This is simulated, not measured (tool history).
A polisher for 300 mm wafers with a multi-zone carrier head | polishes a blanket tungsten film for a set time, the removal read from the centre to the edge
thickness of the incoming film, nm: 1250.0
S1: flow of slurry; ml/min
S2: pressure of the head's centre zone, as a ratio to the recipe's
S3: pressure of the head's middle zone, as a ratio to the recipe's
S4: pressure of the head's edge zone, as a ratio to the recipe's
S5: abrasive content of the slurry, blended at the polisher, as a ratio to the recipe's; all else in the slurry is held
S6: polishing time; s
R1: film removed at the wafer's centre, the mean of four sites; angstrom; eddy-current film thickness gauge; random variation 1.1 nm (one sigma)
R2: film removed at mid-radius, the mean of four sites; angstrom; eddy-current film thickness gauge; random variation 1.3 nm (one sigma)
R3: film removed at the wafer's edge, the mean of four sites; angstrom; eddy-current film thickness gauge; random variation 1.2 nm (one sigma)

{"run": 1, "hour": 0.0, "S1": 265, "S2": 1, "S3": 1, "S4": 1, "S5": 1, "S6": 40, "R1": 2094.2, "R2": 2150.9, "R3": 2101.8}
{"run": 2, "hour": 3.9, "S1": 320, "S2": 1, "S3": 1, "S4": 1, "S5": 1, "S6": 40, "R1": 2176.6, "R2": 2123.8, "R3": 2132.8}
{"run": 3, "hour": 10.3, "S1": 305, "S2": 0.95, "S3": 0.97, "S4": 0.97, "S5": 0.85, "S6": 35, "R1": 1766.4, "R2": 1820.7, "R3": 1796.1}
{"run": 4, "hour": 14.0, "S1": 300, "S2": 0.91, "S3": 0.94, "S4": 0.96, "S5": 0.75, "S6": 31, "R1": 1435.3, "R2": 1514.6, "R3": 1573.2}
{"run": 5, "hour": 15.5, "S1": 300, "S2": 0.91, "S3": 0.94, "S4": 0.96, "S5": 0.75, "S6": 27, "R1": 1254.3, "R2": 1335.7, "R3": 1376.4}
{"run": 6, "hour": 16.6, "S1": 285, "S2": 0.89, "S3": 0.93, "S4": 0.93, "S5": 0.65, "S6": 27, "R1": 1222, "R2": 1287.3, "R3": 1323.9}
{"run": 7, "hour": 18.7, "S1": 285, "S2": 0.89, "S3": 0.93, "S4": 0.93, "S5": 0.65, "S6": 27, "R1": 1191.2, "R2": 1287.9, "R3": 1288.1}
{"run": 8, "hour": 23.2, "S1": 265, "S2": 0.88, "S3": 0.92, "S4": 0.93, "S5": 0.65, "S6": 27, "R1": 1177.7, "R2": 1277.5, "R3": 1305.4}

Forecast run 9:
{"run": 9, "hour": 31.0, "S1": 255, "S2": 0.86, "S3": 0.91, "S4": 0.91, "S5": 0.6, "S6": 27, "R1": "?", "R2": "?", "R3": "?"}

{"run 9": {"R1": 1131.3, "R2": 1231.8, "R3": 1283.7}}

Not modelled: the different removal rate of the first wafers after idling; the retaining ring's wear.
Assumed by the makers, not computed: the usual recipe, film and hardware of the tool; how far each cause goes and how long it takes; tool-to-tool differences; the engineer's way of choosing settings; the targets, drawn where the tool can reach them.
